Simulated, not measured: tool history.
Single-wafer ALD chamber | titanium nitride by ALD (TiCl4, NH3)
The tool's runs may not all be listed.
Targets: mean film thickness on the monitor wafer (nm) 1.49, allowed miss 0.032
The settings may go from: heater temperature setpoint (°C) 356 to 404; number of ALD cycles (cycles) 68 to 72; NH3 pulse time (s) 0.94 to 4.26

| run | hour | heater temperature setpoint (°C) | number of ALD cycles (cycles) | NH3 pulse time (s) | mean film thickness on the monitor wafer (nm) |
|---|---|---|---|---|---|
| 1 | 0 | 380 | 72 | 2.6 | 1.7015 |
| 2 | 4.1 | 380 | 72 | 3.07 | 1.7039 |
| 3 | 9.8 | 380 | 72 | 3.07 | 1.7228 |
| 4 | 16.4 | 380 | 72 | 2.38 | 1.6971 |
| 5 | 21.2 | 373 | 71 | 1.96 | 1.6295 |
| 6 | 22.4 | 373 | 71 | 2.7 | 1.6825 |
| 7 | 30.8 | 368 | 70 | 2.19 | 1.5977 |
| 8 | 32.8 | 365 | 69 | 2.01 | 1.5447 |
| 9 | 41.6 | 359 | 68 | 1.65 | 1.4449 |

Which of these 4 next moves meets every target?
| A | 50.4 | 365 | 68 | 1.64 | ? |
| B | 50.4 | 368 | 69 | 1.9 | ? |
| C | 50.4 | 369 | 68 | 1.22 | ? |
| D | 50.4 | 373 | 70 | 1.1 | ? |

| move | mean film thickness on the monitor wafer (nm) |
|---|---|
| A | 1.4676 |
| B | 1.5377 |
| C | 1.3794 |
| D | 1.3853 |
A: meets every target
B: takes the result that was furthest off past its target
C: further off than the last run
D: further off than the last run
Answer: A
